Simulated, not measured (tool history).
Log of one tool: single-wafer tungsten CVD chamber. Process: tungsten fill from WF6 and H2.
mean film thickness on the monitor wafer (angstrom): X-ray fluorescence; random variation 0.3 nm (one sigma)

run    day  heater temperature setpoint (°C)  chamber pressure (Pa)  deposition time (s)  mean film thickness on the monitor wafer (angstrom)
  1  0.000                               380                   5173                 22.1                                               487.16
  2  0.175                               384                   5173                 22.1                                               541.10
  3  0.442                               379                   5173                 22.1                                               479.17
  4  0.725                               385                   5173                 22.1                                               550.34
  5  1.088                               387                   5186                 22.1                                               573.80
  6  1.396                               387                   5999                 22.1                                               609.99
  7  1.433                               388                   6013                 22.1                                               625.96
  8  1.608                               389                   6026                 22.1                                               642.14

The next listed run, before its measurement:
  9  1.717                               400                   6106                 22.1                                                    ?

{"run 9": {"mean film thickness on the monitor wafer (angstrom)": 815.77}}

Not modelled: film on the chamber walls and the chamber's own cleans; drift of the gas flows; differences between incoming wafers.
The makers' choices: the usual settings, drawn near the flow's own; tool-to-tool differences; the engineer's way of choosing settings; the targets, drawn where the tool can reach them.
